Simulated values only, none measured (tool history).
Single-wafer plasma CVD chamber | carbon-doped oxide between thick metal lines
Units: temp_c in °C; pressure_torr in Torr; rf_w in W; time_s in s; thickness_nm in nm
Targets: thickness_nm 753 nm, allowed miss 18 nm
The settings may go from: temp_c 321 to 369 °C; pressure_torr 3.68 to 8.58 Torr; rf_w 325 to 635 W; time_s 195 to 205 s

run   hour  temp_c  pressure_torr  rf_w  time_s  thickness_nm
  1      0     345           6.13   480     205        989.67
  2    5.7     345           5.12   480     205         968.6
  3    6.8     335           5.12   480     205        1001.6
  4    7.5     336              5   465     204        961.43
  5      9     337           4.88   450     204        927.07
  6     13     338           4.75   440     204        906.87
  7   20.6     339           4.63   430     204        870.78
  8   25.8     341           4.52   425     204        854.85
  9   31.6     352           3.68   360     202        681.48
 10   33.9     351           3.75   360     202        693.75
 11   41.1     350           3.81   360     202        692.37
 12   41.9     349           3.88   360     202           694
 13   48.9     348           3.96   360     202        694.45
 14   56.8     347           4.03   360     202         701.9
 15   63.5     346            4.1   360     202        707.69
 16   68.4     339           4.77   390     203        800.73
 17   72.5     340           4.72   390     203        798.61
 18   74.7     341           4.67   390     203        795.51
 19   79.7     342           4.63   390     203        792.42
 20   87.1     347           4.13   365     202        715.13
 21   92.6     346           4.18   365     202        718.49
 22     98     345           4.22   365     202        717.17
 23  106.8     344           4.27   365     202         724.5
 24  112.1     343           4.31   365     202        728.54
 25    113     343           4.35   365     202        731.31
 26  118.8     343           4.38   365     202        725.03
 27  122.8     343           4.42   365     202        730.91
 28  127.1     343           4.45   365     202        730.06
 29    130     343           4.48   365     202        735.92

5 next moves are on the table. One of them brings every result within its allowed miss. Which?
  A  132.9     331           3.68   390     195             ?
  B  132.9     347           4.45   360     195             ?
  C  132.9     341           4.76   380     205             ?
  D  132.9     339           4.36   365     195             ?
  E  132.9     342           4.65   360     195             ?

move  thickness_nm
   A        757.34
   B        689.47
   C        785.01
   D        711.57
   E        703.53
A: meets every target
B: further off than the last run
C: takes the result that was furthest off past its target
D: further off than the last run
E: further off than the last run
The right move is A.

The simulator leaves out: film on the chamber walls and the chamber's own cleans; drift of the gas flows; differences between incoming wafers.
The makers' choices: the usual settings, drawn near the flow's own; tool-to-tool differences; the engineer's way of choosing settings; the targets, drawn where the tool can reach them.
